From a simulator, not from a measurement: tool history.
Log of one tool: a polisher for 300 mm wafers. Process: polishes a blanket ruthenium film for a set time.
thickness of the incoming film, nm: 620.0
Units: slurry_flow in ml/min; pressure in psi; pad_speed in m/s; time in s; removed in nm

run	hour	slurry_flow	pressure	pad_speed	time	removed
1	0	225	1.5	1.12	46	37.804
2	8.2	225	1.6	1.12	46	39.855
3	11.1	225	1.7	1.12	46	42.836
4	13.1	225	1.5	1.12	46	37.855
5	17.8	225	1.5	0.92	46	32.517
6	22.2	225	1.6	0.92	46	34.687
7	27.1	225	1.7	0.92	46	36.602
8	35.2	225	1.8	0.92	46	38.865
9	42	225	1.9	0.92	46	41.076

Forecast run 10:
10	45.8	225	2	0.92	46	?

removed: 42.692 nm
